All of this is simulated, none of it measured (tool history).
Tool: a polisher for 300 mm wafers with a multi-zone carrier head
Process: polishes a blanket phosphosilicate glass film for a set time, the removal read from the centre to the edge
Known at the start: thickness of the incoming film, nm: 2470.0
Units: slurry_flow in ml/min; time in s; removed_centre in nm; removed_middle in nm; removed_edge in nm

run	hour	slurry_flow	centre_zone	middle_zone	edge_zone	slurry_solids	time	removed_centre	removed_middle	removed_edge
1	0	290	1	1	1	1	86	657.07	657.73	651.33
2	1.8	290	1	1	0.98	0.95	86	644.52	667.69	634.67
3	7.5	290	1	0.99	0.97	0.9	86	617.99	645.7	626.69
4	15.1	290	1.02	0.99	0.96	0.85	85	632.32	614.82	603.76
5	23	290	1.02	1	0.95	0.85	85	609.91	616.07	598.15
6	27.8	290	1.03	1.01	0.94	0.85	85	618.74	621.78	609.09
7	31.1	315	1.04	1.02	0.93	0.8	84	621.1	608.29	578.43

Run 8 comes next. What will it give?
8	34.4	320	1.04	1.02	0.93	0.8	84	?	?	?

Run 8 gave removed_centre 617.22 nm, removed_middle 601.64 nm, removed_edge 583.48 nm.
